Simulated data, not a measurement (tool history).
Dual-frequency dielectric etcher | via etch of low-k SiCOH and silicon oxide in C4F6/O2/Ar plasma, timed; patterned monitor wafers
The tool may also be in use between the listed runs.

run  hour  source power (kW)  bias power (kW)  etch time (s)  mean etch depth across the wafer (nm)
  1   0.0              0.300            0.253          105.5                                 279.32
  2   5.7              0.300            0.273          105.5                                 281.49
  3  14.1              0.290            0.270          105.5                                 281.25
  4  17.5              0.290            0.287          105.5                                 289.71
  5  20.4              0.260            0.287          105.5                                 274.61
  6  28.9              0.250            0.286          105.5                                 270.41

Run 7 comes next. What will it give?
  7  35.2              0.240            0.285          105.5                                      ?

{"run 7": {"mean etch depth across the wafer (nm)": 265.98}}

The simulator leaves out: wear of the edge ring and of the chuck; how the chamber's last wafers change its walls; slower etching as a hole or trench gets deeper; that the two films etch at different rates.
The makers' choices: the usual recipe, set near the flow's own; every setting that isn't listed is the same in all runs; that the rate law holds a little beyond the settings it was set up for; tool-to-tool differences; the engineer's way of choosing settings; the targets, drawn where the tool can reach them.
